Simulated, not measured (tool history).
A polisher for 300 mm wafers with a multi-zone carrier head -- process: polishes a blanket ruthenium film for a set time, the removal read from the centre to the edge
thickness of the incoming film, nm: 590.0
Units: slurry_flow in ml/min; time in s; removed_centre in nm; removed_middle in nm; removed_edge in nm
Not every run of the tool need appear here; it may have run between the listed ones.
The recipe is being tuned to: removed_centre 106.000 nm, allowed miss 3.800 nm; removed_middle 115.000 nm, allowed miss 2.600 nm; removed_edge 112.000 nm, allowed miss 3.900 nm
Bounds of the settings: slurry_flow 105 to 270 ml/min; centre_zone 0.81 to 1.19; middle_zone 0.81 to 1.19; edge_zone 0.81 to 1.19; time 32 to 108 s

Run 1, hour 0.0: slurry_flow 175 ml/min, centre_zone 1.00, middle_zone 1.00, edge_zone 1.00, time 70 s. Result: removed_centre 78.703 nm, removed_middle 81.044 nm, removed_edge 79.454 nm.
Run 2, hour 3.0: slurry_flow 150 ml/min, centre_zone 1.00, middle_zone 1.00, edge_zone 1.00, time 70 s. Result: removed_centre 77.568 nm, removed_middle 79.833 nm, removed_edge 78.298 nm.
Run 3, hour 11.5: slurry_flow 155 ml/min, centre_zone 1.01, middle_zone 1.02, edge_zone 1.03, time 72 s. Result: removed_centre 81.251 nm, removed_middle 82.829 nm, removed_edge 80.208 nm.
Run 4, hour 16.4: slurry_flow 155 ml/min, centre_zone 1.01, middle_zone 0.93, edge_zone 1.03, time 72 s. Result: removed_centre 79.037 nm, removed_middle 77.524 nm, removed_edge 79.930 nm.
Run 5, hour 20.8: slurry_flow 165 ml/min, centre_zone 1.00, middle_zone 0.95, edge_zone 1.05, time 75 s. Result: removed_centre 84.331 nm, removed_middle 83.210 nm, removed_edge 87.001 nm.
Run 6, hour 24.8: slurry_flow 175 ml/min, centre_zone 1.00, middle_zone 0.98, edge_zone 1.07, time 76 s. Result: removed_centre 83.168 nm, removed_middle 87.755 nm, removed_edge 87.999 nm.
Run 7, hour 31.7: slurry_flow 180 ml/min, centre_zone 1.01, middle_zone 0.98, edge_zone 1.08, time 78 s. Result: removed_centre 88.083 nm, removed_middle 89.732 nm, removed_edge 91.804 nm.
Run 8, hour 39.9: slurry_flow 190 ml/min, centre_zone 1.01, middle_zone 1.00, edge_zone 1.09, time 79 s. Result: removed_centre 90.761 nm, removed_middle 92.576 nm, removed_edge 93.615 nm.
Run 9, hour 46.0: slurry_flow 195 ml/min, centre_zone 1.01, middle_zone 1.01, edge_zone 1.10, time 80 s. Result: removed_centre 92.871 nm, removed_middle 95.175 nm, removed_edge 96.283 nm.
Run 10, hour 49.9: slurry_flow 200 ml/min, centre_zone 1.01, middle_zone 1.02, edge_zone 1.11, time 81 s. Result: removed_centre 95.117 nm, removed_middle 96.782 nm, removed_edge 96.562 nm.

Exactly one of the 5 candidate moves below puts every result within its allowed miss. Which one?
Run A, hour 53.8: slurry_flow 185 ml/min, centre_zone 1.12, middle_zone 1.01, edge_zone 1.13, time 90 s. Result: removed_centre ?, removed_middle ?, removed_edge ?.
Run B, hour 53.8: slurry_flow 255 ml/min, centre_zone 0.96, middle_zone 1.01, edge_zone 1.05, time 93 s. Result: removed_centre ?, removed_middle ?, removed_edge ?.
Run C, hour 53.8: slurry_flow 185 ml/min, centre_zone 1.10, middle_zone 1.03, edge_zone 1.03, time 90 s. Result: removed_centre ?, removed_middle ?, removed_edge ?.
Run D, hour 53.8: slurry_flow 190 ml/min, centre_zone 1.08, middle_zone 1.00, edge_zone 1.13, time 92 s. Result: removed_centre ?, removed_middle ?, removed_edge ?.
Run E, hour 53.8: slurry_flow 250 ml/min, centre_zone 1.14, middle_zone 1.12, edge_zone 1.09, time 86 s. Result: removed_centre ?, removed_middle ?, removed_edge ?.

move  removed_centre  removed_middle  removed_edge
   A         114.850         106.860       110.220
   B         106.390         115.180       113.170
   C         112.800         108.670       105.190
   D         113.670         108.760       113.000
   E         116.780         115.940       106.290
A: nearer than the last run, and not there yet
B: all results land within tolerance of their targets
C: nearer than the last run, and not there yet
D: nearer than the last run, and not there yet
E: meets the target for the result that was furthest off, but another lies outside its allowed miss
The right move is B.

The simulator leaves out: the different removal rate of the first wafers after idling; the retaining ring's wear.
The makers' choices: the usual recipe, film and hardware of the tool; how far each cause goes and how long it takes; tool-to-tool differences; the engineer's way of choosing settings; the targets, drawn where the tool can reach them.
